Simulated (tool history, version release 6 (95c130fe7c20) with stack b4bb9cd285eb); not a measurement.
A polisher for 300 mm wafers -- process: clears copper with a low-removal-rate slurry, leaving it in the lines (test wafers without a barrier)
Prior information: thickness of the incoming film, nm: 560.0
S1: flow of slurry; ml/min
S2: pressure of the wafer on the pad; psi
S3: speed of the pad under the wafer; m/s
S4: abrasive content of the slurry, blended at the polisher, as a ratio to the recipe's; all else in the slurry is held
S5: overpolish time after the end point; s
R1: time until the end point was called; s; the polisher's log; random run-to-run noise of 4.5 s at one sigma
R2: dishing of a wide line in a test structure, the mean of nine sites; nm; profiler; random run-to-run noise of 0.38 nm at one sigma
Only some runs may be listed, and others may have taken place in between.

Run 1, hour 0: S1 145 ml/min, S2 3.9 psi, S3 1.1 m/s, S4 1, S5 12 s. Result: R1 133.88 s, R2 32.835 nm.
Run 2, hour 6: S1 145 ml/min, S2 3.9 psi, S3 1.1 m/s, S4 1.2, S5 12 s. Result: R1 129.93 s, R2 33.585 nm.
Run 3, hour 9.2: S1 145 ml/min, S2 3.9 psi, S3 1.22 m/s, S4 1.2, S5 12 s. Result: R1 121.19 s, R2 36.5 nm.
Run 4, hour 15.7: S1 155 ml/min, S2 3.9 psi, S3 1.22 m/s, S4 1.2, S5 12 s. Result: R1 119.83 s, R2 36.82 nm.
Run 5, hour 19.3: S1 155 ml/min, S2 3.9 psi, S3 1.12 m/s, S4 1.2, S5 12 s. Result: R1 130.05 s, R2 34.186 nm.
Run 6, hour 27.1: S1 155 ml/min, S2 3.6 psi, S3 1.1 m/s, S4 1.2, S5 13 s. Result: R1 142.33 s, R2 33.726 nm.

Run 7 comes next. What will it give?
Run 7, hour 31.1: S1 155 ml/min, S2 3.4 psi, S3 1.1 m/s, S4 1.2, S5 14 s. Result: R1 ?, R2 ?.

{"run 7": {"R1": 150.61, "R2": 33.927}}

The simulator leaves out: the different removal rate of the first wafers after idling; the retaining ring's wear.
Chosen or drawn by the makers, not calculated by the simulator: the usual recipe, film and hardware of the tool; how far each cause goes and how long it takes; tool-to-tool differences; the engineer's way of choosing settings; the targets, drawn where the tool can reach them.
